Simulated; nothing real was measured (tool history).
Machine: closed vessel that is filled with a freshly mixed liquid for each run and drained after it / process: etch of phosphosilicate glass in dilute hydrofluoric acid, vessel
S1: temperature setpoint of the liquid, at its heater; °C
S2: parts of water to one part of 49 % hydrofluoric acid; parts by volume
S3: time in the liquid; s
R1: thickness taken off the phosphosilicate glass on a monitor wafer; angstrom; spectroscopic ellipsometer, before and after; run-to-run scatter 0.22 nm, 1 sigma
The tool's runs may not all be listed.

run	hour	S1	S2	S3	R1
1	0	24	215	30	210.07
2	7.8	24	215	30	211.91
3	9.3	24	215	30	209.93
4	15.3	25.5	210	30	228.09
5	20.2	27	205	30	246.69
6	22.5	28	200	30	267.55
7	28.7	28.5	200	30	269.87
8	32.5	29	200	30	273
9	38.3	29.5	200	30	280.31
10	41.8	29.5	200	30	282.6

Run 11 has not been measured yet. What should we expect?
11	43.1	30	200	30	?

Run 11 measured R1 285.99 angstrom.
